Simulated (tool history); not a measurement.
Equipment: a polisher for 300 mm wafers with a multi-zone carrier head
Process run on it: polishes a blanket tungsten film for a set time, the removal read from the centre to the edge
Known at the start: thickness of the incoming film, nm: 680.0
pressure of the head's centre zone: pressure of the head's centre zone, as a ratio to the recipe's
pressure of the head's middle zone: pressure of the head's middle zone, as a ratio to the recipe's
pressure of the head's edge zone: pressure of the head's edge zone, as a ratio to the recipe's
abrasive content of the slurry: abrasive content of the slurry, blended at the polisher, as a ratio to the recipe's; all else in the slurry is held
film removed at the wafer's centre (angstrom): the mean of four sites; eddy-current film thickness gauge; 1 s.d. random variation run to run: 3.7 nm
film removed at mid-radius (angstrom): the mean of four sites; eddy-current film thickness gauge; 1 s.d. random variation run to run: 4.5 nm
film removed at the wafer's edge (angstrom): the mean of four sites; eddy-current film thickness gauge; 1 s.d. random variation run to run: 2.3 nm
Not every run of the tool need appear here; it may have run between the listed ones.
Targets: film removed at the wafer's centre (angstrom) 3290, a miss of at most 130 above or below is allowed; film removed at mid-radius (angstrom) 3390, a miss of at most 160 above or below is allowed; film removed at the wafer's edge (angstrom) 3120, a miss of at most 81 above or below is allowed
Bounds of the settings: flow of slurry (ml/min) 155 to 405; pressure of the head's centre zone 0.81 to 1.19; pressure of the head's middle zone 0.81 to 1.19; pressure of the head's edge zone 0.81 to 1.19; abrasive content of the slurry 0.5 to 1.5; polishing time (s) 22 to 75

run,hour,flow of slurry (ml/min),pressure of the head's centre zone,pressure of the head's middle zone,pressure of the head's edge zone,abrasive content of the slurry,polishing time (s),film removed at the wafer's centre (angstrom),film removed at mid-radius (angstrom),film removed at the wafer's edge (angstrom)
1,0,260,1,1,1,1,48,2498.5,2617.6,2587.7
2,2.2,260,1,1,0.95,1,48,2537.7,2579,2486.4
3,4.9,260,1,1,0.95,1.15,48,2617.5,2623.5,2637
4,8.1,240,1,1,0.95,1.15,48,2632,2729.7,2624
5,11,235,1.03,1.02,0.97,1.2,48,2757.3,2691.1,2646.6
6,13.3,235,1.03,0.99,0.97,1.2,48,2786.4,2722.9,2678
7,18.1,220,1.03,1.02,0.98,1.25,49,2858.9,2787,2780.5
8,25.9,290,1.07,1.12,1.03,1.45,50,3167.2,3341.3,3012.3
9,30.6,290,1.07,1.12,1.04,1.45,50,3152.4,3270.3,3080.2

Consider the 5 candidate settings below. Which is the only one whose results all fall within their allowed miss of target?
A,35.3,365,1.15,1.17,1.15,1.45,48,?,?,?
B,35.3,360,1.09,1.1,1,1.5,55,?,?,?
C,35.3,280,1.19,0.94,1.14,1.5,52,?,?,?
D,35.3,290,0.96,1.13,1.04,1.25,55,?,?,?
E,35.3,275,1.18,1.1,1.03,1.4,52,?,?,?

move,film removed at the wafer's centre (angstrom),film removed at mid-radius (angstrom),film removed at the wafer's edge (angstrom)
A,3237.9,3352,3081.3
B,3578.6,3676,3340
C,3570.3,2992,3323
D,3018.7,3524.2,3192.9
E,3475.8,3348.1,3097.1
A: each result inside its tolerance
B: the result that was furthest off in the last run now lies on the other side of its target
C: the result that was furthest off in the last run now lies on the other side of its target
D: the biggest miss grows against the last run
E: the result that was furthest off in the last run now lies on the other side of its target
So the answer is move A, the one that meets all the targets.

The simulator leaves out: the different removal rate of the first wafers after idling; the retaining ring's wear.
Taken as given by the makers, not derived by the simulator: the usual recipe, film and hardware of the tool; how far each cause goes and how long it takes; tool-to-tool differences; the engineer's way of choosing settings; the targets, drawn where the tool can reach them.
